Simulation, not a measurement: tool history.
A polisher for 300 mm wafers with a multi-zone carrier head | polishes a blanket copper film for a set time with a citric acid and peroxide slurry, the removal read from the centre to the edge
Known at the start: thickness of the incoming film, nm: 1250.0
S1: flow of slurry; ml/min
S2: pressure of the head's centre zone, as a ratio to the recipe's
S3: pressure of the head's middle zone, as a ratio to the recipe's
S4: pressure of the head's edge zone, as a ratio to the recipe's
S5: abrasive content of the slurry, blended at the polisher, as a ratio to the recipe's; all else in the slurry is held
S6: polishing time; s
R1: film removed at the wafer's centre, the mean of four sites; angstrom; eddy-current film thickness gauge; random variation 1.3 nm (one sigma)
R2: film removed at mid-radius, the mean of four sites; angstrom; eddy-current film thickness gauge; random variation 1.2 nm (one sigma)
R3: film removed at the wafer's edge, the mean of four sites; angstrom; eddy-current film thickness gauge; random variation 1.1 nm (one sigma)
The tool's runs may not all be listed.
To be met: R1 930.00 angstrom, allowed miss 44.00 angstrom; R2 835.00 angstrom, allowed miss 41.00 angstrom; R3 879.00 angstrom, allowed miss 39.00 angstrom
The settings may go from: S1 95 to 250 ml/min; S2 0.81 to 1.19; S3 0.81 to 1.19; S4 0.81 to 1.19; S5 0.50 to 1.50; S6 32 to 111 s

run,hour,S1,S2,S3,S4,S5,S6,R1,R2,R3
1,0.0,160,1.00,1.00,1.00,1.00,71,1570.40,1609.10,1602.00
2,4.6,160,1.00,0.98,0.99,0.95,66,1476.00,1429.50,1469.60
3,8.5,160,0.99,0.98,0.98,0.90,62,1322.50,1318.70,1377.20
4,13.9,160,1.00,0.98,0.96,0.85,59,1258.90,1257.90,1238.30
5,22.7,155,1.00,0.96,0.95,0.80,58,1196.30,1183.70,1228.50
6,25.2,155,1.01,0.95,0.94,0.75,56,1157.80,1123.00,1123.30
# hour 33.5: worn pad replaced by a new one
7,33.5,150,1.01,0.93,0.93,0.70,55,1203.70,1119.00,1198.40
8,42.2,150,1.01,0.93,0.92,0.70,52,1142.30,1075.20,1106.50

4 next moves are on the table. One of them brings every result within its allowed miss. Which?
A,50.9,110,1.04,0.95,0.97,0.80,69,?,?,?
B,50.9,95,0.88,0.82,1.19,0.55,83,?,?,?
C,50.9,150,1.09,0.89,0.95,0.85,57,?,?,?
D,50.9,195,1.02,0.90,0.90,0.65,42,?,?,?

move,R1,R2,R3
A,1537.50,1502.50,1571.30
B,1341.60,1379.70,1775.10
C,1418.40,1245.70,1351.20
D,926.85,875.27,914.79
A: further off than the last run
B: further off than the last run
C: further off than the last run
D: meets every target
Answer: D
